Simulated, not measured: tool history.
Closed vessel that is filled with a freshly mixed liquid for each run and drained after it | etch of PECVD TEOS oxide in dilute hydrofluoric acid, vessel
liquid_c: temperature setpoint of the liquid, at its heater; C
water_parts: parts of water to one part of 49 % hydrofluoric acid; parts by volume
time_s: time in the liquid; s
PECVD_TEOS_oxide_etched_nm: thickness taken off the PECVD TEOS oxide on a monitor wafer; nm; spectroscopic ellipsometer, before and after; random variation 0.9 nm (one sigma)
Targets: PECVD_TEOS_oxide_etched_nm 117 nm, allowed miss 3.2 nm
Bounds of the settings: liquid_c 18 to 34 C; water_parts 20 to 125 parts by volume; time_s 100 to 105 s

Run 1, day 0: liquid_c 26 C, water_parts 70 parts by volume, time_s 100 s. Result: PECVD_TEOS_oxide_etched_nm 38.536 nm.
Run 2, day 0.067: liquid_c 26 C, water_parts 70 parts by volume, time_s 105 s. Result: PECVD_TEOS_oxide_etched_nm 40.482 nm.
Run 3, day 0.396: liquid_c 27 C, water_parts 65 parts by volume, time_s 105 s. Result: PECVD_TEOS_oxide_etched_nm 45.295 nm.
Run 4, day 0.742: liquid_c 27 C, water_parts 55 parts by volume, time_s 105 s. Result: PECVD_TEOS_oxide_etched_nm 55.062 nm.
Run 5, day 1.05: liquid_c 28 C, water_parts 50 parts by volume, time_s 105 s. Result: PECVD_TEOS_oxide_etched_nm 62.833 nm.
Run 6, day 1.212: liquid_c 29 C, water_parts 45 parts by volume, time_s 105 s. Result: PECVD_TEOS_oxide_etched_nm 72.672 nm.
Run 7, day 1.567: liquid_c 29.5 C, water_parts 45 parts by volume, time_s 105 s. Result: PECVD_TEOS_oxide_etched_nm 74.748 nm.
Run 8, day 1.812: liquid_c 30 C, water_parts 45 parts by volume, time_s 105 s. Result: PECVD_TEOS_oxide_etched_nm 75.018 nm.
Run 9, day 2.062: liquid_c 30.5 C, water_parts 45 parts by volume, time_s 105 s. Result: PECVD_TEOS_oxide_etched_nm 77.527 nm.
Run 10, day 2.129: liquid_c 31 C, water_parts 45 parts by volume, time_s 105 s. Result: PECVD_TEOS_oxide_etched_nm 79.713 nm.
Run 11, day 2.283: liquid_c 31.5 C, water_parts 45 parts by volume, time_s 105 s. Result: PECVD_TEOS_oxide_etched_nm 82.275 nm.
Run 12, day 2.342: liquid_c 32 C, water_parts 45 parts by volume, time_s 105 s. Result: PECVD_TEOS_oxide_etched_nm 82.055 nm.
Run 13, day 2.558: liquid_c 32.5 C, water_parts 45 parts by volume, time_s 105 s. Result: PECVD_TEOS_oxide_etched_nm 83.956 nm.

5 next moves are on the table. One of them brings every result within its allowed miss. Which?
Run A, day 2.775: liquid_c 33 C, water_parts 60 parts by volume, time_s 100 s. Result: PECVD_TEOS_oxide_etched_nm ?.
Run B, day 2.775: liquid_c 30 C, water_parts 30 parts by volume, time_s 105 s. Result: PECVD_TEOS_oxide_etched_nm ?.
Run C, day 2.775: liquid_c 34 C, water_parts 30 parts by volume, time_s 105 s. Result: PECVD_TEOS_oxide_etched_nm ?.
Run D, day 2.775: liquid_c 31.5 C, water_parts 35 parts by volume, time_s 105 s. Result: PECVD_TEOS_oxide_etched_nm ?.
Run E, day 2.775: liquid_c 24 C, water_parts 40 parts by volume, time_s 100 s. Result: PECVD_TEOS_oxide_etched_nm ?.

move  PECVD_TEOS_oxide_etched_nm
   A                      60.089
   B                      117.81
   C                      137.94
   D                      106.31
   E                      64.946
A: further off than the last run
B: meets every target
C: takes the result that was furthest off past its target
D: nearer than the last run, and not there yet
E: further off than the last run
Move B is the one to make.
